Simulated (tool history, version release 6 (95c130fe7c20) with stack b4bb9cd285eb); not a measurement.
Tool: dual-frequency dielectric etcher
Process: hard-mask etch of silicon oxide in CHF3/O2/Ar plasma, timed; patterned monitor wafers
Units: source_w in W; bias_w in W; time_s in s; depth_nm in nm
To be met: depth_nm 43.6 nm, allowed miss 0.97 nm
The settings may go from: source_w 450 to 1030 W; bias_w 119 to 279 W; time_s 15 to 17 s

run,hour,source_w,bias_w,time_s,depth_nm
1,0,740,199,17,36.849
2,3.6,740,199,17,36.963
3,5,810,206,17,38.826
4,9,810,174,17,36.916
5,10.5,810,174,15,32.569
6,17.7,860,198,15,34.829
7,20.6,890,220,15.5,37.727
8,27.8,910,235,15.5,38.985
9,32.6,930,247,15.5,39.993
10,33.6,950,256,15.5,40.692
11,35.5,960,263,15.5,41.482
# hour 42.2: source power generator calibrated
12,42.2,970,268,15.5,42.111

Which of these 5 next moves meets every target?
A,48.9,860,273,15.5,?
B,48.9,920,253,15.5,?
C,48.9,990,270,15,?
D,48.9,960,250,15.5,?
E,48.9,890,279,16.5,?

move,depth_nm
A,40.262
B,40.438
C,41.265
D,41.033
E,43.822
A: further off than the last run
B: further off than the last run
C: further off than the last run
D: further off than the last run
E: meets every target
Move E is the one to make.
